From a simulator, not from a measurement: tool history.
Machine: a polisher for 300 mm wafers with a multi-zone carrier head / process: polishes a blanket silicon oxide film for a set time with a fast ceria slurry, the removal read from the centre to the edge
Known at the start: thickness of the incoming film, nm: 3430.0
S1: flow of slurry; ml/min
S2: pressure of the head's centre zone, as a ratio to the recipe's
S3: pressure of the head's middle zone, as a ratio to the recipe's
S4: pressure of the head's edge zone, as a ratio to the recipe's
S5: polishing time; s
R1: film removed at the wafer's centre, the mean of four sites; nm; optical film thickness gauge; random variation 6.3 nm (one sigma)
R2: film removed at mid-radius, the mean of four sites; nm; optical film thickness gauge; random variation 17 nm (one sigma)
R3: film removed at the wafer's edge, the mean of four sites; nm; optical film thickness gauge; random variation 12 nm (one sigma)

{"run": 1, "day": 0.0, "S1": 130, "S2": 1.0, "S3": 1.0, "S4": 1.0, "S5": 67, "R1": 1241.2, "R2": 1284.9, "R3": 1253.2}
{"run": 2, "day": 0.229, "S1": 130, "S2": 1.0, "S3": 1.0, "S4": 0.95, "S5": 67, "R1": 1240.7, "R2": 1261.6, "R3": 1221.6}
{"run": 3, "day": 0.554, "S1": 130, "S2": 1.0, "S3": 0.92, "S4": 0.95, "S5": 67, "R1": 1237.9, "R2": 1169.6, "R3": 1220.5}
{"run": 4, "day": 0.696, "S1": 140, "S2": 1.0, "S3": 0.92, "S4": 0.95, "S5": 67, "R1": 1262.9, "R2": 1206.6, "R3": 1268.2}
{"run": 5, "day": 0.925, "S1": 140, "S2": 0.97, "S3": 0.92, "S4": 0.95, "S5": 67, "R1": 1233.4, "R2": 1191.7, "R3": 1243.3}
{"run": 6, "day": 1.112, "S1": 130, "S2": 0.92, "S3": 0.91, "S4": 1.02, "S5": 68, "R1": 1180.8, "R2": 1174.3, "R3": 1277.5}
{"run": 7, "day": 1.312, "S1": 95, "S2": 0.82, "S3": 0.95, "S4": 1.12, "S5": 72, "R1": 990.84, "R2": 1163.8, "R3": 1346.3}
{"run": 8, "day": 1.396, "S1": 115, "S2": 0.84, "S3": 0.92, "S4": 1.11, "S5": 72, "R1": 1087.5, "R2": 1198.1, "R3": 1378.8}
{"run": 9, "day": 1.438, "S1": 110, "S2": 0.84, "S3": 0.92, "S4": 1.11, "S5": 72, "R1": 1085.3, "R2": 1186.4, "R3": 1363.5}
{"day": 1.725, "done": "slurry nozzle cleaned"}
{"run": 10, "day": 1.725, "S1": 105, "S2": 0.84, "S3": 0.92, "S4": 1.12, "S5": 72, "R1": 1150.6, "R2": 1258.9, "R3": 1401.2}
{"run": 11, "day": 2.008, "S1": 140, "S2": 0.81, "S3": 0.92, "S4": 1.08, "S5": 71, "R1": 1199.4, "R2": 1371.1, "R3": 1460.3}
{"run": 12, "day": 2.312, "S1": 130, "S2": 0.81, "S3": 0.92, "S4": 1.1, "S5": 71, "R1": 1176.3, "R2": 1311.6, "R3": 1461.8}
{"run": 13, "day": 2.646, "S1": 125, "S2": 0.81, "S3": 0.92, "S4": 1.11, "S5": 71, "R1": 1162.2, "R2": 1297.1, "R3": 1443.7}
{"run": 14, "day": 2.967, "S1": 120, "S2": 0.81, "S3": 0.92, "S4": 1.12, "S5": 71, "R1": 1137.7, "R2": 1275.1, "R3": 1433.8}

Expected results for the next run?
{"run": 15, "day": 3.175, "S1": 115, "S2": 0.81, "S3": 0.92, "S4": 1.12, "S5": 71, "R1": "?", "R2": "?", "R3": "?"}

{"run 15": {"R1": 1125.7, "R2": 1265.1, "R3": 1446.2}}
